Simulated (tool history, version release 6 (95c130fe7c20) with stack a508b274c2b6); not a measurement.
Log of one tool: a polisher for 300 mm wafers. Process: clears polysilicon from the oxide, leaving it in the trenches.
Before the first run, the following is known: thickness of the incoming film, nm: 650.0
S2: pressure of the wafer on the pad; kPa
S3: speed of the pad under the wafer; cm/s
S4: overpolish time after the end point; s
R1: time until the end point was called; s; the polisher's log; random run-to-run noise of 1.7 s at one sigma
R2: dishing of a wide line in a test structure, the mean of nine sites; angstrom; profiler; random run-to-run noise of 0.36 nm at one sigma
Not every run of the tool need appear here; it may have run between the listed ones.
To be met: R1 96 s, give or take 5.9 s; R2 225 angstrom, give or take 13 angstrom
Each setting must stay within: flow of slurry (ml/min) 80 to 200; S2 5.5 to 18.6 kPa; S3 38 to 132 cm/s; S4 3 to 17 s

Run 1, hour 0: flow of slurry (ml/min) 130, S2 11.7 kPa, S3 84 cm/s, S4 9 s. Result: R1 128.79 s, R2 323.71 angstrom.
Run 2, hour 1.7: flow of slurry (ml/min) 110, S2 11.7 kPa, S3 84 cm/s, S4 9 s. Result: R1 138.97 s, R2 308.03 angstrom.
Run 3, hour 6.7: flow of slurry (ml/min) 115, S2 12.4 kPa, S3 84 cm/s, S4 8 s. Result: R1 130.69 s, R2 295.92 angstrom.
Run 4, hour 8.9: flow of slurry (ml/min) 115, S2 13.8 kPa, S3 84 cm/s, S4 8 s. Result: R1 119.02 s, R2 322.43 angstrom.
Run 5, hour 15.5: flow of slurry (ml/min) 115, S2 13.8 kPa, S3 84 cm/s, S4 6 s. Result: R1 116.84 s, R2 268.92 angstrom.
Run 6, hour 18.8: flow of slurry (ml/min) 115, S2 13.8 kPa, S3 94 cm/s, S4 6 s. Result: R1 105.91 s, R2 291.88 angstrom.
Run 7, hour 22.9: flow of slurry (ml/min) 150, S2 16.5 kPa, S3 70 cm/s, S4 3 s. Result: R1 108.55 s, R2 157.73 angstrom.
Run 8, hour 31: flow of slurry (ml/min) 140, S2 16.5 kPa, S3 72 cm/s, S4 3 s. Result: R1 113.03 s, R2 160.49 angstrom.
Run 9, hour 38.6: flow of slurry (ml/min) 135, S2 16.5 kPa, S3 74 cm/s, S4 3 s. Result: R1 106.96 s, R2 168.15 angstrom.
Run 10, hour 40.5: flow of slurry (ml/min) 135, S2 17.2 kPa, S3 78 cm/s, S4 7 s. Result: R1 97.79 s, R2 322.93 angstrom.
At hour 41.3: worn pad replaced by a new one.
Run 11, hour 41.3: flow of slurry (ml/min) 140, S2 17.2 kPa, S3 78 cm/s, S4 7 s. Result: R1 85.677 s, R2 368.97 angstrom.
Run 12, hour 49.7: flow of slurry (ml/min) 145, S2 16.5 kPa, S3 78 cm/s, S4 7 s. Result: R1 86.837 s, R2 344.14 angstrom.

5 next moves are on the table. One of them brings every result within its allowed miss. Which?
Run A, hour 58.1: flow of slurry (ml/min) 135, S2 13.8 kPa, S3 88 cm/s, S4 4 s. Result: R1 ?, R2 ?.
Run B, hour 58.1: flow of slurry (ml/min) 120, S2 16.5 kPa, S3 70 cm/s, S4 10 s. Result: R1 ?, R2 ?.
Run C, hour 58.1: flow of slurry (ml/min) 150, S2 15.9 kPa, S3 76 cm/s, S4 5 s. Result: R1 ?, R2 ?.
Run D, hour 58.1: flow of slurry (ml/min) 200, S2 17.2 kPa, S3 64 cm/s, S4 3 s. Result: R1 ?, R2 ?.
Run E, hour 58.1: flow of slurry (ml/min) 160, S2 18.6 kPa, S3 66 cm/s, S4 3 s. Result: R1 ?, R2 ?.

move      R1      R2
   A  94.648  227.19
   B  101.31  397.96
   C   93.33  271.08
   D  97.096  176.78
   E  90.387   187.5
A: every result within its allowed miss
B: lands further from the targets than the last run did
C: nearer the targets than the last run, but a result is still out of spec
D: pushes the last run's worst result past its target
E: pushes the last run's worst result past its target
Correct choice: A, which meets every target

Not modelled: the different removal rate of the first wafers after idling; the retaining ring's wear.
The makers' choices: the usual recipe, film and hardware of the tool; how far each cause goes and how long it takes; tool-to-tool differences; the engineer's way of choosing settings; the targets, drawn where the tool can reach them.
